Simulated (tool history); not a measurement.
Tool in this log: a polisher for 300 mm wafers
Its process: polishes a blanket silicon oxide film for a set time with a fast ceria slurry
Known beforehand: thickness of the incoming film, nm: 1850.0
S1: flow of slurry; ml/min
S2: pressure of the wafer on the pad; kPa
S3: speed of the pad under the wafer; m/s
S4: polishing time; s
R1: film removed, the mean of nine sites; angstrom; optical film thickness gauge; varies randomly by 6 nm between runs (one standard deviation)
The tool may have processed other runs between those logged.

run	hour	S1	S2	S3	S4	R1
1	0	120	22.8	0.92	22	3284
2	5.4	120	22.8	0.92	22	3261.6
3	13.3	130	22.8	0.92	22	3294.8
4	20.2	130	24.1	0.92	22	3494.5
5	22.7	130	24.1	0.76	22	2865.7
6	24.1	130	26.9	0.76	22	3179
7	26.8	130	29	0.76	22	3314.3
8	31.8	130	31	0.78	22	3711.9

Estimate the outcome of run 9 from the log above:
9	33.1	140	34.5	0.78	22	?

{"run 9": {"R1": 4104.6}}
